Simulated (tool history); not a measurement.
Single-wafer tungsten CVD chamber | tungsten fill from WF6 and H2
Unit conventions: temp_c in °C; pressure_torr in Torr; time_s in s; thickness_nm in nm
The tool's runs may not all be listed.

run  hour  temp_c  pressure_torr  time_s  thickness_nm
  1     0     385           30.6    40.8        88.839
  2   8.5     385           30.6    42.1        91.631
  3  12.3     383           30.6    42.1        88.437
  4  20.4     388           30.6    42.1        96.608
  5    28     388           30.6    40.8        93.469
  6  35.4     388             28    40.8         89.97

Run 7 is up next; what results do you expect?
  7  37.2     387             28    40.8             ?

thickness_nm: 88.526 nm

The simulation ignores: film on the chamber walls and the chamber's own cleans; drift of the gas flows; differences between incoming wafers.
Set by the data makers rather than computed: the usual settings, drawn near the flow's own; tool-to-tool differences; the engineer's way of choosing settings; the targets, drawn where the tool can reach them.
